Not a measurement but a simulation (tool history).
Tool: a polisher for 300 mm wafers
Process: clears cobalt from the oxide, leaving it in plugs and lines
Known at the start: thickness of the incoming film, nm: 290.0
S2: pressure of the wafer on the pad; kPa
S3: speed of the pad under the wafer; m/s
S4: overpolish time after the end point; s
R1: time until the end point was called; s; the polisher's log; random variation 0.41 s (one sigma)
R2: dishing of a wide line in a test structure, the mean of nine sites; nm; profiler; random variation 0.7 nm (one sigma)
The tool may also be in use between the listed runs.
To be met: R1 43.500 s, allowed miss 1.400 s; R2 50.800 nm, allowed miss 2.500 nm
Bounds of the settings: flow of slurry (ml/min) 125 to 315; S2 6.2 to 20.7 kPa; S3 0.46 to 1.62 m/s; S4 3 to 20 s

Run 1, hour 0.0: flow of slurry (ml/min) 205, S2 13.1 kPa, S3 1.04 m/s, S4 10 s. Result: R1 56.404 s, R2 34.804 nm.
Run 2, hour 4.9: flow of slurry (ml/min) 205, S2 13.1 kPa, S3 1.04 m/s, S4 6 s. Result: R1 55.991 s, R2 24.849 nm.
Run 3, hour 7.8: flow of slurry (ml/min) 205, S2 13.8 kPa, S3 1.04 m/s, S4 7 s. Result: R1 54.372 s, R2 28.873 nm.
Run 4, hour 16.5: flow of slurry (ml/min) 165, S2 13.8 kPa, S3 1.04 m/s, S4 7 s. Result: R1 55.699 s, R2 27.655 nm.
Run 5, hour 20.3: flow of slurry (ml/min) 200, S2 13.8 kPa, S3 1.04 m/s, S4 7 s. Result: R1 55.303 s, R2 28.691 nm.
Run 6, hour 23.0: flow of slurry (ml/min) 200, S2 14.5 kPa, S3 1.04 m/s, S4 8 s. Result: R1 51.793 s, R2 33.315 nm.
Run 7, hour 26.7: flow of slurry (ml/min) 205, S2 15.2 kPa, S3 1.04 m/s, S4 8 s. Result: R1 49.547 s, R2 33.598 nm.
Run 8, hour 30.6: flow of slurry (ml/min) 205, S2 15.9 kPa, S3 1.04 m/s, S4 9 s. Result: R1 48.175 s, R2 37.549 nm.
Run 9, hour 37.2: flow of slurry (ml/min) 210, S2 16.5 kPa, S3 1.04 m/s, S4 10 s. Result: R1 45.703 s, R2 39.483 nm.
Run 10, hour 41.3: flow of slurry (ml/min) 210, S2 16.5 kPa, S3 1.04 m/s, S4 10 s. Result: R1 45.989 s, R2 39.797 nm.
Run 11, hour 48.4: flow of slurry (ml/min) 210, S2 16.5 kPa, S3 1.04 m/s, S4 11 s. Result: R1 45.761 s, R2 42.195 nm.
Run 12, hour 50.2: flow of slurry (ml/min) 215, S2 16.5 kPa, S3 1.04 m/s, S4 12 s. Result: R1 45.179 s, R2 43.700 nm.
Run 13, hour 54.4: flow of slurry (ml/min) 215, S2 16.5 kPa, S3 1.04 m/s, S4 13 s. Result: R1 45.052 s, R2 45.507 nm.
Run 14, hour 55.7: flow of slurry (ml/min) 220, S2 16.5 kPa, S3 1.04 m/s, S4 14 s. Result: R1 45.172 s, R2 46.700 nm.

4 next moves are on the table. One of them brings every result within its allowed miss. Which?
Run A, hour 57.0: flow of slurry (ml/min) 250, S2 15.2 kPa, S3 1.18 m/s, S4 12 s. Result: R1 ?, R2 ?.
Run B, hour 57.0: flow of slurry (ml/min) 190, S2 14.5 kPa, S3 1.20 m/s, S4 13 s. Result: R1 ?, R2 ?.
Run C, hour 57.0: flow of slurry (ml/min) 235, S2 14.5 kPa, S3 1.24 m/s, S4 16 s. Result: R1 ?, R2 ?.
Run D, hour 57.0: flow of slurry (ml/min) 225, S2 17.2 kPa, S3 0.98 m/s, S4 16 s. Result: R1 ?, R2 ?.

move      R1      R2
   A  43.235  45.414
   B  45.688  45.906
   C  43.346  50.500
   D  46.150  49.500
A: further off than the last run
B: further off than the last run
C: meets every target
D: brings the result that was furthest off to its target, and leaves another outside
Move C is the one to make.
